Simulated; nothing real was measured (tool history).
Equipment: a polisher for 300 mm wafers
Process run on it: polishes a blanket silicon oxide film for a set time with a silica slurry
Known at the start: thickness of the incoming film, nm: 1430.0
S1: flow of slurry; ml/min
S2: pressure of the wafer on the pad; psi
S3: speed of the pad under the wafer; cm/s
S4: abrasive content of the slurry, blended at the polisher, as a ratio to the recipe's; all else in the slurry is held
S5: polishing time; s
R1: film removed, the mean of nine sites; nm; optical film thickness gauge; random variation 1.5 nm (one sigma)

| run | day | S1 | S2 | S3 | S4 | S5 | R1 |
|---|---|---|---|---|---|---|---|
| 1 | 0.000 | 275 | 3.3 | 140 | 1.0 | 85 | 244.49 |
| 2 | 0.133 | 275 | 3.9 | 140 | 1.0 | 85 | 284.05 |
| 3 | 0.242 | 275 | 3.3 | 138 | 1.0 | 85 | 241.22 |
| 4 | 0.454 | 275 | 2.9 | 138 | 1.0 | 85 | 214.61 |
| 5 | 0.683 | 275 | 2.6 | 138 | 1.0 | 85 | 190.75 |
| 6 | 0.975 | 275 | 2.4 | 138 | 1.0 | 85 | 180.49 |

Predict the results of run 7:
| 7 | 1.092 | 275 | 2.3 | 138 | 1.0 | 85 | ? |

{"run 7": {"R1": 169.81}}
